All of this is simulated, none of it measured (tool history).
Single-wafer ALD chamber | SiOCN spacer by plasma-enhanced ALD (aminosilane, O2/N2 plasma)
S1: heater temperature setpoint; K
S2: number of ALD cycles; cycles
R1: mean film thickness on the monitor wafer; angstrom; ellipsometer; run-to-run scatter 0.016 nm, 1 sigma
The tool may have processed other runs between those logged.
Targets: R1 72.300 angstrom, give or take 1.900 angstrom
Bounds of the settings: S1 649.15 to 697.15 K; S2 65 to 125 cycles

run	day	S1	S2	R1
1	0.000	673.15	95	58.741
2	0.058	673.15	98	60.678
3	0.154	673.15	91	55.977
4	0.388	673.15	94	58.198
5	0.438	673.15	97	59.890
6	0.604	673.15	86	53.177
7	0.983	673.15	90	55.616
8	1.188	673.15	90	55.506
9	1.250	673.15	93	57.536
10	1.371	671.15	108	66.779
11	1.433	671.15	109	67.459
12	1.733	671.15	110	68.087

5 next moves are on the table. One of them brings every result within its allowed miss. Which?
A	2.033	673.15	106	?
B	2.033	678.15	112	?
C	2.033	667.15	107	?
D	2.033	669.15	116	?
E	2.033	664.15	109	?

move	R1
A	65.487
B	68.175
C	66.105
D	71.665
E	67.340
A: misses by more than the last run did
B: roughly where the last run was
C: misses by more than the last run did
D: in spec on every target
E: misses by more than the last run did
D is the move that brings every result within its allowed miss.
